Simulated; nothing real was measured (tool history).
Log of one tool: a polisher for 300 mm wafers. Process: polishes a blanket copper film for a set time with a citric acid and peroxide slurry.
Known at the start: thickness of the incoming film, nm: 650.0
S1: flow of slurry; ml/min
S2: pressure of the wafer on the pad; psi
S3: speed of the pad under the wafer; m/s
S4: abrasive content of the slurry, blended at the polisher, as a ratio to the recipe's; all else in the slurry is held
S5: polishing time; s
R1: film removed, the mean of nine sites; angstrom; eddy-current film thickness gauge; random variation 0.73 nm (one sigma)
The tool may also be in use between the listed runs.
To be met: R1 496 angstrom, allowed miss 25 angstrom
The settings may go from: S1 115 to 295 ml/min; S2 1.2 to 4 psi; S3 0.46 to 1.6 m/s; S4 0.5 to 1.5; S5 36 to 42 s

{"run": 1, "hour": 0.0, "S1": 190, "S2": 2.6, "S3": 1.02, "S4": 1, "S5": 42, "R1": 791.82}
{"run": 2, "hour": 0.9, "S1": 215, "S2": 2.6, "S3": 1.02, "S4": 1, "S5": 42, "R1": 792.65}
{"run": 3, "hour": 6.3, "S1": 215, "S2": 3.1, "S3": 1.02, "S4": 1, "S5": 42, "R1": 945.66}
{"run": 4, "hour": 8.6, "S1": 215, "S2": 2.6, "S3": 1, "S4": 1, "S5": 42, "R1": 793.88}
{"run": 5, "hour": 11.7, "S1": 215, "S2": 2.2, "S3": 0.98, "S4": 1, "S5": 42, "R1": 652.7}
{"run": 6, "hour": 19.6, "S1": 215, "S2": 2, "S3": 0.98, "S4": 1, "S5": 42, "R1": 580.51}
{"run": 7, "hour": 21.3, "S1": 215, "S2": 1.9, "S3": 0.98, "S4": 1, "S5": 42, "R1": 576.64}
{"run": 8, "hour": 28.1, "S1": 215, "S2": 1.8, "S3": 0.98, "S4": 1, "S5": 42, "R1": 525.64}

4 next moves are on the table. One of them brings every result within its allowed miss. Which?
{"run": "A", "hour": 34.9, "S1": 205, "S2": 2.4, "S3": 0.82, "S4": 1.05, "S5": 39, "R1": "?"}
{"run": "B", "hour": 34.9, "S1": 225, "S2": 1.8, "S3": 1.02, "S4": 1.05, "S5": 42, "R1": "?"}
{"run": "C", "hour": 34.9, "S1": 205, "S2": 1.9, "S3": 0.98, "S4": 0.9, "S5": 41, "R1": "?"}
{"run": "D", "hour": 34.9, "S1": 250, "S2": 1.6, "S3": 1.04, "S4": 1.05, "S5": 40, "R1": "?"}

move=A R1=567.48
move=B R1=576.87
move=C R1=546.9
move=D R1=504.94
A: further off than the last run
B: further off than the last run
C: further off than the last run
D: meets every target
Answer: D

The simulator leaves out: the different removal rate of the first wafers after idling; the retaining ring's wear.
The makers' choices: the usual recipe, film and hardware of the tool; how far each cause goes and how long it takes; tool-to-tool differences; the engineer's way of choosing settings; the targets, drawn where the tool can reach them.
